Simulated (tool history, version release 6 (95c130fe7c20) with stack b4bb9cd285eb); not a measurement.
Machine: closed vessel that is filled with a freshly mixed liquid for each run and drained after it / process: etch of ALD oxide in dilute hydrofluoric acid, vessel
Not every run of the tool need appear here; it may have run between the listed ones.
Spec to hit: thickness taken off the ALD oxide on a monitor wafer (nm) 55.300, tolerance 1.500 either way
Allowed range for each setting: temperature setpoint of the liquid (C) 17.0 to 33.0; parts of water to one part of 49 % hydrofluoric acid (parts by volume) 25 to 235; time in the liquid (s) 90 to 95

| run | hour | temperature setpoint of the liquid (C) | parts of water to one part of 49 % hydrofluoric acid (parts by volume) | time in the liquid (s) | thickness taken off the ALD oxide on a monitor wafer (nm) |
|---|---|---|---|---|---|
| 1 | 0.0 | 25.0 | 130 | 90 | 20.030 |
| 2 | 0.7 | 24.0 | 130 | 90 | 19.364 |
| 3 | 1.3 | 25.0 | 120 | 90 | 21.939 |
| 4 | 6.9 | 28.5 | 120 | 90 | 25.173 |
| 5 | 15.2 | 29.0 | 110 | 90 | 28.331 |
| 6 | 21.0 | 29.5 | 100 | 90 | 31.963 |
| 7 | 25.1 | 30.0 | 95 | 90 | 34.581 |
| 8 | 29.0 | 30.0 | 95 | 90 | 34.680 |
| 9 | 36.2 | 30.0 | 95 | 90 | 34.317 |
| 10 | 40.8 | 30.5 | 90 | 90 | 37.760 |
| 11 | 48.6 | 31.0 | 85 | 90 | 40.922 |
| 12 | 53.1 | 33.0 | 55 | 90 | 71.749 |
| 13 | 56.7 | 32.5 | 55 | 90 | 70.272 |
| 14 | 60.6 | 31.5 | 55 | 90 | 67.163 |
| 15 | 63.7 | 30.5 | 55 | 90 | 64.809 |
| 16 | 71.6 | 30.0 | 55 | 90 | 63.356 |
| 17 | 73.1 | 29.5 | 55 | 90 | 62.427 |
| 18 | 75.5 | 29.0 | 55 | 90 | 61.149 |
| 19 | 79.8 | 28.5 | 55 | 90 | 60.407 |
| 20 | 87.4 | 28.0 | 55 | 90 | 58.671 |

Below are 5 possible settings for the next run. Only one of them brings all results inside the allowed miss of their targets. Which is it?
| A | 95.0 | 28.0 | 50 | 90 | ? |
| B | 95.0 | 29.0 | 60 | 95 | ? |
| C | 95.0 | 25.5 | 50 | 95 | ? |
| D | 95.0 | 29.0 | 60 | 90 | ? |
| E | 95.0 | 22.5 | 50 | 90 | ? |

| move | thickness taken off the ALD oxide on a monitor wafer (nm) |
|---|---|
| A | 65.398 |
| B | 58.972 |
| C | 62.421 |
| D | 55.869 |
| E | 52.267 |
A: further off than the last run
B: further off than the last run
C: further off than the last run
D: each result inside its tolerance
E: moves the result that the last run missed by most past its target, out the other side
D meets every target.

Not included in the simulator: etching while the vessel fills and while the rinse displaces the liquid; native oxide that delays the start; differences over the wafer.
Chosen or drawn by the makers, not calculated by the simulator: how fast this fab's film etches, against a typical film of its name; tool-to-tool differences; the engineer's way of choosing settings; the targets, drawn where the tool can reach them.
